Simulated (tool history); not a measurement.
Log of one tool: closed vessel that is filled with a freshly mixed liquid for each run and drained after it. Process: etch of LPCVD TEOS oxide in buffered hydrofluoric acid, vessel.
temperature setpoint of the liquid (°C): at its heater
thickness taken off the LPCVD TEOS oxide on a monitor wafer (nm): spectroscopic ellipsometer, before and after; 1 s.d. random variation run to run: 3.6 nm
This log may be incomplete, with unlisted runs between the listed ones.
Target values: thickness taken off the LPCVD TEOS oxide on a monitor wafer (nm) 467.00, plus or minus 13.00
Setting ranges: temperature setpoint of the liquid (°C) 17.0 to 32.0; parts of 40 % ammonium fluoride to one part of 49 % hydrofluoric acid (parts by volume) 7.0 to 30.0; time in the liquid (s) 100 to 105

run,hour,temperature setpoint of the liquid (°C),parts of 40 % ammonium fluoride to one part of 49 % hydrofluoric acid (parts by volume),time in the liquid (s),thickness taken off the LPCVD TEOS oxide on a monitor wafer (nm)
1,0.0,25.0,20.0,100,189.00
2,7.2,25.0,20.0,100,191.86
3,9.2,28.5,20.0,100,231.02
4,11.7,28.5,15.5,100,294.82
5,19.5,28.5,15.5,100,293.13
6,21.9,27.0,15.5,100,272.52
7,29.9,27.0,15.5,100,271.08
8,30.7,28.0,14.5,100,303.67
9,37.4,29.0,13.5,100,349.84

Which of these 5 next moves meets every target?
A,44.1,29.5,11.0,100,?
B,44.1,29.5,11.5,105,?
C,44.1,28.5,11.0,105,?
D,44.1,30.5,11.5,105,?
E,44.1,29.0,11.5,105,?

move,thickness taken off the LPCVD TEOS oxide on a monitor wafer (nm)
A,437.16
B,439.57
C,435.41
D,463.25
E,428.13
A: nearer the targets than the last run, but a result is still out of spec
B: nearer the targets than the last run, but a result is still out of spec
C: nearer the targets than the last run, but a result is still out of spec
D: all results in spec
E: nearer the targets than the last run, but a result is still out of spec
D is the move that brings every result within its allowed miss.
